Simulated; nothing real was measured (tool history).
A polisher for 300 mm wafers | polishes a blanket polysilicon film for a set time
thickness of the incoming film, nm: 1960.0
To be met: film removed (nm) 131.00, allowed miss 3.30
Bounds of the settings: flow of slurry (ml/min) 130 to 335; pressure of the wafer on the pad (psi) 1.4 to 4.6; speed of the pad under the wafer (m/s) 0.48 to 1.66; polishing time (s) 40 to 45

| run | day | flow of slurry (ml/min) | pressure of the wafer on the pad (psi) | speed of the pad under the wafer (m/s) | polishing time (s) | film removed (nm) |
|---|---|---|---|---|---|---|
| 1 | 0.000 | 215 | 3.0 | 1.06 | 45 | 435.08 |
| 2 | 0.146 | 205 | 2.8 | 0.98 | 44 | 371.27 |
| 3 | 0.404 | 195 | 2.6 | 0.90 | 43 | 307.66 |
| 4 | 0.733 | 190 | 2.4 | 0.84 | 43 | 268.69 |
| 5 | 0.838 | 190 | 1.8 | 0.84 | 43 | 204.52 |
| 6 | 1.079 | 210 | 1.8 | 0.84 | 43 | 205.81 |
| 7 | 1.200 | 210 | 1.7 | 0.80 | 43 | 187.07 |
| 8 | 1.300 | 210 | 1.7 | 0.76 | 43 | 177.39 |
| 9 | 1.442 | 210 | 1.7 | 0.74 | 43 | 177.61 |
| 10 | 1.588 | 210 | 1.7 | 0.72 | 43 | 170.36 |
| 11 | 1.758 | 210 | 1.7 | 0.70 | 43 | 167.74 |
| 12 | 2.121 | 210 | 1.7 | 0.68 | 43 | 162.96 |
| 13 | 2.279 | 210 | 1.7 | 0.66 | 43 | 157.10 |
| 14 | 2.575 | 210 | 1.5 | 0.64 | 43 | 137.56 |
| 15 | 2.671 | 190 | 1.4 | 0.64 | 43 | 126.16 |

5 next moves are on the table. One of them brings every result within its allowed miss. Which?
| A | 2.767 | 155 | 1.9 | 0.52 | 41 | ? |
| B | 2.767 | 150 | 1.5 | 0.62 | 43 | ? |
| C | 2.767 | 195 | 1.4 | 0.76 | 41 | ? |
| D | 2.767 | 130 | 1.4 | 0.76 | 45 | ? |
| E | 2.767 | 155 | 1.8 | 0.54 | 45 | ? |

| move | film removed (nm) |
|---|---|
| A | 130.81 |
| B | 126.30 |
| C | 141.00 |
| D | 143.03 |
| E | 140.71 |
A: meets every target
B: as far off as the last run
C: takes the result that was furthest off past its target
D: takes the result that was furthest off past its target
E: takes the result that was furthest off past its target
Move A is the one to make.
